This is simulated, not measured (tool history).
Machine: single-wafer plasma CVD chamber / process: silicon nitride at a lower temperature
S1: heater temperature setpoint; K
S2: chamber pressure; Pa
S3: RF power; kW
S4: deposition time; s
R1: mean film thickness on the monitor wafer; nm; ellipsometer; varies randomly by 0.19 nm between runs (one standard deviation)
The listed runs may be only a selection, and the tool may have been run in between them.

| run | day | S1 | S2 | S3 | S4 | R1 |
|---|---|---|---|---|---|---|
| 1 | 0 | 613.15 | 157 | 0.27 | 45.2 | 45.257 |
| 2 | 0.288 | 613.15 | 135 | 0.27 | 45.2 | 42.817 |
| 3 | 0.367 | 613.15 | 135 | 0.25 | 45.2 | 40.747 |
| 4 | 0.642 | 613.15 | 133 | 0.25 | 45.2 | 40.78 |
| 5 | 0.9 | 613.15 | 133 | 0.225 | 45.2 | 38.136 |
| 6 | 1.112 | 613.15 | 133 | 0.265 | 45.2 | 42.256 |
| 7 | 1.242 | 613.15 | 131 | 0.265 | 45.2 | 42.043 |
| 8 | 1.529 | 613.15 | 128 | 0.265 | 45.2 | 41.584 |
| 9 | 1.808 | 613.15 | 128 | 0.265 | 45.2 | 41.86 |
| 10 | 1.846 | 613.15 | 125 | 0.265 | 45.2 | 41.496 |
| 11 | 2.158 | 613.15 | 124 | 0.265 | 45.2 | 41.342 |
| 12 | 2.375 | 613.15 | 123 | 0.265 | 45.2 | 41.559 |
| 13 | 2.546 | 613.15 | 120 | 0.265 | 45.2 | 40.787 |
| 14 | 2.617 | 613.15 | 119 | 0.265 | 45.2 | 40.78 |
| 15 | 2.654 | 613.15 | 117 | 0.265 | 45.2 | 40.565 |
| 16 | 2.867 | 613.15 | 117 | 0.265 | 45.2 | 40.903 |

Run 17, settings as shown, results not yet in. Your forecast:
| 17 | 3.196 | 613.15 | 116 | 0.265 | 45.2 | ? |

R1: 40.719 nm
